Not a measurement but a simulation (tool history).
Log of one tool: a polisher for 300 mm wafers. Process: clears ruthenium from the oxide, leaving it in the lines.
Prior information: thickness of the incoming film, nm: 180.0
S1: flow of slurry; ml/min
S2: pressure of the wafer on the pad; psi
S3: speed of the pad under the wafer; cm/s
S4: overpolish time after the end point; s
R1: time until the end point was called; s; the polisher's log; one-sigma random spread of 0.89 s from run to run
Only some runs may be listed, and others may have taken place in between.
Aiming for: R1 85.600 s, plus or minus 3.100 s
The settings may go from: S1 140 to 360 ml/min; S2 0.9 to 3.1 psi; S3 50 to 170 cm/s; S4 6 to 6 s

run 1 hour=0.0 | S1=230 S2=2.0 S3=110 S4=6 | R1=132.380
run 2 hour=7.7 | S1=230 S2=2.2 S3=110 S4=6 | R1=122.910
run 3 hour=13.7 | S1=230 S2=2.2 S3=110 S4=6 | R1=124.690
run 4 hour=19.4 | S1=230 S2=2.2 S3=132 S4=6 | R1=106.570
run 5 hour=21.3 | S1=255 S2=2.2 S3=132 S4=6 | R1=104.760
run 6 hour=21.9 | S1=205 S2=2.2 S3=132 S4=6 | R1=108.080
run 7 hour=24.0 | S1=210 S2=2.3 S3=132 S4=6 | R1=100.760
run 8 hour=28.6 | S1=235 S2=2.6 S3=132 S4=6 | R1=90.827
run 9 hour=32.6 | S1=235 S2=2.7 S3=132 S4=6 | R1=89.103

Below are 5 possible settings for the next run. Only one of them brings all results inside the allowed miss of their targets. Which is it?
run A hour=36.6 | S1=205 S2=2.9 S3=142 S4=6 | R1=?
run B hour=36.6 | S1=250 S2=2.7 S3=128 S4=6 | R1=?
run C hour=36.6 | S1=200 S2=2.6 S3=148 S4=6 | R1=?
run D hour=36.6 | S1=200 S2=2.6 S3=136 S4=6 | R1=?
run E hour=36.6 | S1=235 S2=2.3 S3=144 S4=6 | R1=?

move=A R1=79.450
move=B R1=90.730
move=C R1=84.573
move=D R1=91.053
move=E R1=94.718
A: the result that was furthest off in the last run now lies on the other side of its target
B: further off than the last run
C: in spec on every target
D: further off than the last run
E: further off than the last run
Correct choice: C, which meets every target
